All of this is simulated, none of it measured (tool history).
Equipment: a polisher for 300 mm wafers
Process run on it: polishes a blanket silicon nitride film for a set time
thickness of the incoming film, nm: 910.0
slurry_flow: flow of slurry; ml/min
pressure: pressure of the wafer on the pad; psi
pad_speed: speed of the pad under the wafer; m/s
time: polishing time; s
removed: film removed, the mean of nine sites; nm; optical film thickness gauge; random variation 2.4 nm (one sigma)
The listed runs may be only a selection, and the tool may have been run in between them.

{"run": 1, "hour": 0.0, "slurry_flow": 155, "pressure": 3.8, "pad_speed": 1.04, "time": 121, "removed": 195.2}
{"run": 2, "hour": 2.9, "slurry_flow": 160, "pressure": 4, "pad_speed": 1.04, "time": 121, "removed": 206.05}
{"run": 3, "hour": 10.1, "slurry_flow": 165, "pressure": 4.2, "pad_speed": 1.04, "time": 121, "removed": 216.68}
{"run": 4, "hour": 17.6, "slurry_flow": 165, "pressure": 3.8, "pad_speed": 1.04, "time": 121, "removed": 195.83}
{"run": 5, "hour": 22.6, "slurry_flow": 165, "pressure": 3.4, "pad_speed": 1.04, "time": 121, "removed": 172.96}
{"run": 6, "hour": 26.0, "slurry_flow": 165, "pressure": 4.2, "pad_speed": 1.04, "time": 121, "removed": 215.76}
{"run": 7, "hour": 32.3, "slurry_flow": 165, "pressure": 4.3, "pad_speed": 1.04, "time": 121, "removed": 222.05}
{"run": 8, "hour": 39.5, "slurry_flow": 165, "pressure": 4.4, "pad_speed": 1.04, "time": 121, "removed": 225.01}

Run 9 is up next; what results do you expect?
{"run": 9, "hour": 41.9, "slurry_flow": 165, "pressure": 4.5, "pad_speed": 1.04, "time": 121, "removed": "?"}

{"run 9": {"removed": 230.48}}
